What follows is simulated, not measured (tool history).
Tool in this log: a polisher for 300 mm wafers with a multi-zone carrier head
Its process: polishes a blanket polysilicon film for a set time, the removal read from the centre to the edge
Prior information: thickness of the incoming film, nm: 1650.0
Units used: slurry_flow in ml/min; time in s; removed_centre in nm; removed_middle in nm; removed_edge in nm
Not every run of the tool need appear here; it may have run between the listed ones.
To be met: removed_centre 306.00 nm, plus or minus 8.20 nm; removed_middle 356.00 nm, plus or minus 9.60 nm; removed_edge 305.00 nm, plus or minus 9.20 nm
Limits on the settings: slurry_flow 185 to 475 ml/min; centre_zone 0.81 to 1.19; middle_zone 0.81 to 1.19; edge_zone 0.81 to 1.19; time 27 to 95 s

{"run": 1, "hour": 0.0, "slurry_flow": 305, "centre_zone": 1.0, "middle_zone": 1.0, "edge_zone": 1.0, "time": 61, "removed_centre": 460.09, "removed_middle": 460.68, "removed_edge": 452.87}
{"run": 2, "hour": 5.4, "slurry_flow": 305, "centre_zone": 1.08, "middle_zone": 1.0, "edge_zone": 1.0, "time": 61, "removed_centre": 478.57, "removed_middle": 459.49, "removed_edge": 447.65}
{"run": 3, "hour": 10.6, "slurry_flow": 305, "centre_zone": 1.08, "middle_zone": 1.0, "edge_zone": 1.09, "time": 61, "removed_centre": 473.93, "removed_middle": 461.31, "removed_edge": 467.12}
{"run": 4, "hour": 16.9, "slurry_flow": 300, "centre_zone": 1.03, "middle_zone": 1.04, "edge_zone": 1.03, "time": 54, "removed_centre": 406.7, "removed_middle": 420.48, "removed_edge": 404.29}
{"run": 5, "hour": 21.9, "slurry_flow": 290, "centre_zone": 1.0, "middle_zone": 1.06, "edge_zone": 0.98, "time": 50, "removed_centre": 371.07, "removed_middle": 396.11, "removed_edge": 363.63}
{"run": 6, "hour": 30.3, "slurry_flow": 290, "centre_zone": 1.0, "middle_zone": 1.06, "edge_zone": 0.98, "time": 63, "removed_centre": 465.96, "removed_middle": 500.5, "removed_edge": 465.23}
{"run": 7, "hour": 34.9, "slurry_flow": 280, "centre_zone": 0.97, "middle_zone": 1.07, "edge_zone": 0.94, "time": 56, "removed_centre": 403.33, "removed_middle": 444.08, "removed_edge": 402.77}
{"run": 8, "hour": 38.2, "slurry_flow": 285, "centre_zone": 0.95, "middle_zone": 1.08, "edge_zone": 0.91, "time": 52, "removed_centre": 369.26, "removed_middle": 420.19, "removed_edge": 361.37}

Pick the move, out of 5, that brings all results within their allowed miss; only one does.
{"run": "A", "hour": 41.5, "slurry_flow": 300, "centre_zone": 1.0, "middle_zone": 0.94, "edge_zone": 1.04, "time": 53, "removed_centre": "?", "removed_middle": "?", "removed_edge": "?"}
{"run": "B", "hour": 41.5, "slurry_flow": 200, "centre_zone": 0.99, "middle_zone": 1.15, "edge_zone": 0.96, "time": 43, "removed_centre": "?", "removed_middle": "?", "removed_edge": "?"}
{"run": "C", "hour": 41.5, "slurry_flow": 305, "centre_zone": 1.11, "middle_zone": 0.99, "edge_zone": 1.08, "time": 43, "removed_centre": "?", "removed_middle": "?", "removed_edge": "?"}
{"run": "D", "hour": 41.5, "slurry_flow": 250, "centre_zone": 1.19, "middle_zone": 0.81, "edge_zone": 0.84, "time": 56, "removed_centre": "?", "removed_middle": "?", "removed_edge": "?"}
{"run": "E", "hour": 41.5, "slurry_flow": 305, "centre_zone": 1.19, "middle_zone": 0.94, "edge_zone": 0.81, "time": 52, "removed_centre": "?", "removed_middle": "?", "removed_edge": "?"}

move=A removed_centre=390.62 removed_middle=381.09 removed_edge=396.03
move=B removed_centre=302.99 removed_middle=352.55 removed_edge=300.14
move=C removed_centre=341.17 removed_middle=322.80 removed_edge=327.49
move=D removed_centre=457.82 removed_middle=352.01 removed_edge=375.02
move=E removed_centre=433.27 removed_middle=374.25 removed_edge=346.39
A: its largest miss is bigger than the last run's
B: in spec on every target
C: nearer the targets than the last run, but a result is still out of spec
D: its largest miss is bigger than the last run's
E: its largest miss is bigger than the last run's
So the answer is move B, the one that meets all the targets.

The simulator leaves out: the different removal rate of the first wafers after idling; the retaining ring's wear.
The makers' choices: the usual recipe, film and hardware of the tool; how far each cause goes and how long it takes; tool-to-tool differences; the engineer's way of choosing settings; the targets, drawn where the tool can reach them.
